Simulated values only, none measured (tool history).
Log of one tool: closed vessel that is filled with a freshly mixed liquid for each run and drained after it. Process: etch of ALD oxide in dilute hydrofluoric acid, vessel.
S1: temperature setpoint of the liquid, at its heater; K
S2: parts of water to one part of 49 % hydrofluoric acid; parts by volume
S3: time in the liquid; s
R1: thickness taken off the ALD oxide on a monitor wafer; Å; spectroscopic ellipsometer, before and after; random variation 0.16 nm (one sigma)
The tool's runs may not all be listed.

run  hour      S1   S2  S3       R1
  1   0.0  294.15  200  95   85.924
  2   8.7  296.65  165  95  119.580
  3  12.1  296.65  165  95  120.400
  4  17.8  296.65  135  95  152.730
  5  25.0  296.65  135  95  151.350
  6  28.2  296.65   65  95  346.940
  7  32.2  296.65   80  95  269.680
  8  34.7  295.65   85  95  244.500

Run 9 comes next. What will it give?
  9  40.1  295.15  85  95   ?

Run 9 gave R1 240.580 Å.
